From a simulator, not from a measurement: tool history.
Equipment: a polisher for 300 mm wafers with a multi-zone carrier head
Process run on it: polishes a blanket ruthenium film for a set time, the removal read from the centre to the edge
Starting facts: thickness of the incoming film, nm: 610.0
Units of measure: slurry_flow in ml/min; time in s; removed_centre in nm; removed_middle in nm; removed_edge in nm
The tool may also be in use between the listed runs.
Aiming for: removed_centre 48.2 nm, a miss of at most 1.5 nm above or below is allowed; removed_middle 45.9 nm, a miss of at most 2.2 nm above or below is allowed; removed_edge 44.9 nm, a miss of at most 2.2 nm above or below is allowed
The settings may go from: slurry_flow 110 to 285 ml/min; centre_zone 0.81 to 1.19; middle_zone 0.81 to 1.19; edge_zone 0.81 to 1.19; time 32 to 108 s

run 1 hour=0 | slurry_flow=180 centre_zone=1 middle_zone=1 edge_zone=1 time=70 | removed_centre=81.22 removed_middle=79.871 removed_edge=78.851
run 2 hour=5.4 | slurry_flow=180 centre_zone=1 middle_zone=1.08 edge_zone=1 time=70 | removed_centre=78.972 removed_middle=86.838 removed_edge=78.214
run 3 hour=13.3 | slurry_flow=180 centre_zone=0.99 middle_zone=1.06 edge_zone=0.98 time=64 | removed_centre=73.354 removed_middle=78.465 removed_edge=71.565
run 4 hour=15.2 | slurry_flow=180 centre_zone=0.99 middle_zone=1.09 edge_zone=0.98 time=64 | removed_centre=72.343 removed_middle=76.844 removed_edge=72.633
run 5 hour=20.1 | slurry_flow=180 centre_zone=1 middle_zone=1.1 edge_zone=0.95 time=58 | removed_centre=66.435 removed_middle=71.649 removed_edge=63.228
run 6 hour=27.7 | slurry_flow=175 centre_zone=0.99 middle_zone=1.07 edge_zone=0.94 time=54 | removed_centre=60.548 removed_middle=64.809 removed_edge=58.435
run 7 hour=30.5 | slurry_flow=170 centre_zone=0.99 middle_zone=0.97 edge_zone=0.84 time=40 | removed_centre=45.618 removed_middle=45.22 removed_edge=41.269
run 8 hour=32.6 | slurry_flow=175 centre_zone=0.99 middle_zone=0.97 edge_zone=0.86 time=40 | removed_centre=45.696 removed_middle=44.36 removed_edge=43.157

Below are 5 possible settings for the next run. Only one of them brings all results inside the allowed miss of their targets. Which is it?
run A hour=34.7 | slurry_flow=190 centre_zone=1.04 middle_zone=1.15 edge_zone=0.81 time=40 | removed_centre=? removed_middle=? removed_edge=?
run B hour=34.7 | slurry_flow=145 centre_zone=0.96 middle_zone=1.04 edge_zone=0.83 time=45 | removed_centre=? removed_middle=? removed_edge=?
run C hour=34.7 | slurry_flow=275 centre_zone=0.99 middle_zone=0.94 edge_zone=0.9 time=41 | removed_centre=? removed_middle=? removed_edge=?
run D hour=34.7 | slurry_flow=155 centre_zone=0.94 middle_zone=1.03 edge_zone=0.81 time=45 | removed_centre=? removed_middle=? removed_edge=?
run E hour=34.7 | slurry_flow=110 centre_zone=0.99 middle_zone=1.03 edge_zone=0.82 time=45 | removed_centre=? removed_middle=? removed_edge=?

move=A removed_centre=47.796 removed_middle=51.419 removed_edge=40.344
move=B removed_centre=48.495 removed_middle=51.733 removed_edge=45.08
move=C removed_centre=48.534 removed_middle=45.914 removed_edge=44.555
move=D removed_centre=47.922 removed_middle=51.652 removed_edge=44.817
move=E removed_centre=48.361 removed_middle=49.932 removed_edge=43.984
A: brings the last run's worst result on target, with another outside its allowed miss
B: brings the last run's worst result on target, with another outside its allowed miss
C: all results in spec
D: brings the last run's worst result on target, with another outside its allowed miss
E: brings the last run's worst result on target, with another outside its allowed miss
C meets every target.
